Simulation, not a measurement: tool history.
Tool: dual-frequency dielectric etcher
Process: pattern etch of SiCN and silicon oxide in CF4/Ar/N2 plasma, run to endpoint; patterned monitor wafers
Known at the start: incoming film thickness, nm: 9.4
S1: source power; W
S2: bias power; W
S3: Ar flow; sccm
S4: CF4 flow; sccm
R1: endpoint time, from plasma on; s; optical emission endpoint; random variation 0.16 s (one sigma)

run  hour   S1  S2  S3  S4      R1
  1   0.0  420  55  93  80  12.476
  2   7.6  420  55  93  66  12.736
  3   8.9  390  54  94  66  13.881
  4  14.9  390  54  94  74  13.492
  5  23.3  370  53  95  74  14.293
  6  31.7  370  44  95  74  14.685
     33.2  -- source power generator calibrated
  7  33.2  350  44  95  74  15.962
  8  40.3  340  44  95  74  16.371

The next listed run, before its measurement:
  9  44.4  330  44  95  74   ?

{"run 9": {"R1": 17.005}}
